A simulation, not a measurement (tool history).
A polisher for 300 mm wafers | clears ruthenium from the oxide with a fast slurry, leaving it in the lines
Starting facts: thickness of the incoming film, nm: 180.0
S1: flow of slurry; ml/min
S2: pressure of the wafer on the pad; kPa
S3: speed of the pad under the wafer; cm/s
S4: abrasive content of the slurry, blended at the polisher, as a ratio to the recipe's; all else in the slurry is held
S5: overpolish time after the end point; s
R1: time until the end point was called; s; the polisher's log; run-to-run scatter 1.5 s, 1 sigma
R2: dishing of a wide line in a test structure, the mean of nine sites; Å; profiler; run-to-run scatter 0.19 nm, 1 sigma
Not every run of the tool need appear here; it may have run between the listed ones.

{"run": 1, "day": 0.0, "S1": 165, "S2": 17.9, "S3": 80, "S4": 1, "S5": 17, "R1": 58.695, "R2": 336.75}
{"run": 2, "day": 0.071, "S1": 125, "S2": 17.9, "S3": 80, "S4": 1, "S5": 17, "R1": 58.322, "R2": 324.89}
{"run": 3, "day": 0.238, "S1": 125, "S2": 17.2, "S3": 78, "S4": 1, "S5": 16, "R1": 61.597, "R2": 300.98}
{"run": 4, "day": 0.579, "S1": 145, "S2": 17.2, "S3": 78, "S4": 1, "S5": 16, "R1": 61.76, "R2": 301.86}
{"run": 5, "day": 0.771, "S1": 145, "S2": 17.2, "S3": 68, "S4": 1, "S5": 16, "R1": 70.348, "R2": 282.25}
{"run": 6, "day": 0.917, "S1": 145, "S2": 17.2, "S3": 68, "S4": 0.8, "S5": 16, "R1": 81.802, "R2": 247.01}
{"run": 7, "day": 1.183, "S1": 165, "S2": 15.2, "S3": 68, "S4": 0.7, "S5": 8, "R1": 106.7, "R2": 111.99}
{"run": 8, "day": 1.529, "S1": 165, "S2": 15.9, "S3": 64, "S4": 0.8, "S5": 10, "R1": 91.741, "R2": 153.73}

Run 9 has not been measured yet. What should we expect?
{"run": 9, "day": 1.775, "S1": 165, "S2": 15.9, "S3": 60, "S4": 0.8, "S5": 10, "R1": "?", "R2": "?"}

R1: 97.669 s
R2: 144.25 Å
